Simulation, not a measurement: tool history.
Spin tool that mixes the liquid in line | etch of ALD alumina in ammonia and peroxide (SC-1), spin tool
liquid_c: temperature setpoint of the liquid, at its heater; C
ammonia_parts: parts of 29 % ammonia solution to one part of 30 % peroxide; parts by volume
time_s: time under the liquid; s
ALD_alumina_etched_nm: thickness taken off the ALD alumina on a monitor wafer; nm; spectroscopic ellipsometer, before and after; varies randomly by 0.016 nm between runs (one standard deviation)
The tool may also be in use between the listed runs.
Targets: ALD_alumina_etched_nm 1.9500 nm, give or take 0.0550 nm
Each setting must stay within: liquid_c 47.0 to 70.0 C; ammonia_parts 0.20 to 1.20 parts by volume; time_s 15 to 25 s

Run 1, hour 0.0: liquid_c 63.0 C, ammonia_parts 0.90 parts by volume, time_s 25 s. Result: ALD_alumina_etched_nm 2.6447 nm.
Run 2, hour 4.5: liquid_c 61.0 C, ammonia_parts 0.90 parts by volume, time_s 25 s. Result: ALD_alumina_etched_nm 2.3814 nm.
Run 3, hour 11.2: liquid_c 59.5 C, ammonia_parts 0.90 parts by volume, time_s 25 s. Result: ALD_alumina_etched_nm 2.2264 nm.
Run 4, hour 18.2: liquid_c 59.5 C, ammonia_parts 1.05 parts by volume, time_s 25 s. Result: ALD_alumina_etched_nm 2.2089 nm.
Run 5, hour 21.9: liquid_c 59.5 C, ammonia_parts 1.05 parts by volume, time_s 25 s. Result: ALD_alumina_etched_nm 2.2105 nm.
Run 6, hour 30.7: liquid_c 59.5 C, ammonia_parts 1.20 parts by volume, time_s 25 s. Result: ALD_alumina_etched_nm 2.2274 nm.
Run 7, hour 36.0: liquid_c 58.5 C, ammonia_parts 1.20 parts by volume, time_s 25 s. Result: ALD_alumina_etched_nm 2.1302 nm.
Run 8, hour 36.7: liquid_c 58.0 C, ammonia_parts 1.20 parts by volume, time_s 25 s. Result: ALD_alumina_etched_nm 2.0750 nm.

5 next moves are on the table. One of them brings every result within its allowed miss. Which?
Run A, hour 37.4: liquid_c 59.5 C, ammonia_parts 1.15 parts by volume, time_s 25 s. Result: ALD_alumina_etched_nm ?.
Run B, hour 37.4: liquid_c 57.0 C, ammonia_parts 1.20 parts by volume, time_s 25 s. Result: ALD_alumina_etched_nm ?.
Run C, hour 37.4: liquid_c 58.0 C, ammonia_parts 1.15 parts by volume, time_s 25 s. Result: ALD_alumina_etched_nm ?.
Run D, hour 37.4: liquid_c 58.0 C, ammonia_parts 1.00 parts by volume, time_s 25 s. Result: ALD_alumina_etched_nm ?.
Run E, hour 37.4: liquid_c 58.5 C, ammonia_parts 0.95 parts by volume, time_s 25 s. Result: ALD_alumina_etched_nm ?.

move  ALD_alumina_etched_nm
   A                 2.2239
   B                 1.9582
   C                 2.0560
   D                 2.0290
   E                 2.0729
A: the biggest miss grows against the last run
B: in spec on every target
C: nearer than the last run, and not there yet
D: nearer than the last run, and not there yet
E: about the same distance from the targets as the last run
B is the move that brings every result within its allowed miss.
